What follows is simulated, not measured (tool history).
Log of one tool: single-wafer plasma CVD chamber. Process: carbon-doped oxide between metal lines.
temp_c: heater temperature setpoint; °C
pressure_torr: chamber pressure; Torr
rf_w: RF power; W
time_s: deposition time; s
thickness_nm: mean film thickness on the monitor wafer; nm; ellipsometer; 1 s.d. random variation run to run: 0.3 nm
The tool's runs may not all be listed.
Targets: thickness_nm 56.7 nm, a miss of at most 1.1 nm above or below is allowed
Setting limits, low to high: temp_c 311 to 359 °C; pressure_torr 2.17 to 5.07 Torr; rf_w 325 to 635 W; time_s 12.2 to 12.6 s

run,hour,temp_c,pressure_torr,rf_w,time_s,thickness_nm
1,0,335,3.62,480,12.2,60.848
2,8.8,329,3.62,480,12.2,61.709
3,9.5,329,3.62,515,12.2,65.862
4,17.9,329,4.14,515,12.2,66.237
5,20.5,329,4.74,515,12.2,67.477
6,26.4,331,4.64,505,12.2,65.134
7,30,333,4.6,500,12.2,64.748
8,36.3,335,4.53,495,12.2,63.637
9,38.1,337,4.48,490,12.2,62.727
10,41.1,338,4.43,485,12.2,61.677

5 candidate next runs follow, results not yet known. Just one meets every target within its allowed miss. Identify it.
A,44.1,329,4.29,435,12.2,?
B,44.1,336,4.72,530,12.6,?
C,44.1,341,3.76,510,12.6,?
D,44.1,340,3.85,430,12.2,?
E,44.1,345,4.22,440,12.2,?

move,thickness_nm
A,57.079
B,69.388
C,64.887
D,54.067
E,55.034
A: each result inside its tolerance
B: moves away from the targets compared with the last run
C: moves away from the targets compared with the last run
D: moves the result that the last run missed by most past its target, out the other side
E: moves the result that the last run missed by most past its target, out the other side
So the answer is move A, the one that meets all the targets.
